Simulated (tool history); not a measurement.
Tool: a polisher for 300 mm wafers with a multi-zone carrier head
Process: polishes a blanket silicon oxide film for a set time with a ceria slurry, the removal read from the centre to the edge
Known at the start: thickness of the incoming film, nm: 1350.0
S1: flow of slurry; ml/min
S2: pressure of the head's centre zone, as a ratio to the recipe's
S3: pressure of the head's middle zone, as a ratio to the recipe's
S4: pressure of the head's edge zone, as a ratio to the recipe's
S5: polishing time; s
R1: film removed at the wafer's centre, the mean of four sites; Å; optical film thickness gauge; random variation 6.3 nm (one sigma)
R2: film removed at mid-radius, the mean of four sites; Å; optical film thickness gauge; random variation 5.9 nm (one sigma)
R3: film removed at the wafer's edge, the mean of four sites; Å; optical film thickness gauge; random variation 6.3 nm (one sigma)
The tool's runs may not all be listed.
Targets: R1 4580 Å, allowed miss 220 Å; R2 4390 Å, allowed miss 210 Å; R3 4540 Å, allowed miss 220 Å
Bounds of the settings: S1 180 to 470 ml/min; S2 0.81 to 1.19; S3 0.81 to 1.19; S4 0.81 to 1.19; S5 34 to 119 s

Run 1, day 0: S1 300 ml/min, S2 1, S3 1, S4 1, S5 76 s. Result: R1 3360.8 Å, R2 3344.4 Å, R3 3449.3 Å.
Run 2, day 0.196: S1 300 ml/min, S2 1.03, S3 1, S4 1, S5 76 s. Result: R1 3474.3 Å, R2 3354.1 Å, R3 3360.5 Å.
Run 3, day 0.508: S1 300 ml/min, S2 1.03, S3 1, S4 1.01, S5 79 s. Result: R1 3699.4 Å, R2 3351.4 Å, R3 3554.4 Å.
Run 4, day 0.733: S1 300 ml/min, S2 1.03, S3 1.02, S4 1.02, S5 81 s. Result: R1 3648.5 Å, R2 3470.3 Å, R3 3609.9 Å.
Run 5, day 0.95: S1 255 ml/min, S2 1.03, S3 1.02, S4 1.02, S5 81 s. Result: R1 3662 Å, R2 3573.5 Å, R3 3587.2 Å.
Run 6, day 1.188: S1 255 ml/min, S2 1.03, S3 1.02, S4 1.02, S5 84 s. Result: R1 3739.6 Å, R2 3562.7 Å, R3 3691.2 Å.
Run 7, day 1.246: S1 260 ml/min, S2 1.03, S3 1.03, S4 1.02, S5 87 s. Result: R1 3936.3 Å, R2 3753.5 Å, R3 3968.5 Å.
Run 8, day 1.454: S1 260 ml/min, S2 1.03, S3 1.04, S4 1.02, S5 88 s. Result: R1 3950.5 Å, R2 3834.6 Å, R3 3924.9 Å.
Run 9, day 1.6: S1 260 ml/min, S2 1.03, S3 1.04, S4 1.02, S5 90 s. Result: R1 4069.1 Å, R2 3953.2 Å, R3 3964.1 Å.
Run 10, day 1.7: S1 260 ml/min, S2 1.03, S3 1.04, S4 1.03, S5 91 s. Result: R1 4081.4 Å, R2 4120.9 Å, R3 3960.3 Å.

4 next moves are on the table. One of them brings every result within its allowed miss. Which?
Run A, day 1.8: S1 210 ml/min, S2 1.06, S3 1.04, S4 1.06, S5 104 s. Result: R1 ?, R2 ?, R3 ?.
Run B, day 1.8: S1 270 ml/min, S2 1.06, S3 1.1, S4 1.02, S5 86 s. Result: R1 ?, R2 ?, R3 ?.
Run C, day 1.8: S1 245 ml/min, S2 0.92, S3 1.16, S4 1.07, S5 99 s. Result: R1 ?, R2 ?, R3 ?.
Run D, day 1.8: S1 275 ml/min, S2 0.88, S3 0.88, S4 1.04, S5 107 s. Result: R1 ?, R2 ?, R3 ?.

move      R1      R2      R3
   A  4734.2  4401.6  4557.2
   B  4073.5  3891.8  3794.7
   C  4010.8  4565.3  4428.9
   D  4207.3  4304.3  4783.4
A: meets every target
B: further off than the last run
C: brings the result that was furthest off to its target, and leaves another outside
D: takes the result that was furthest off past its target
Move A is the one to make.
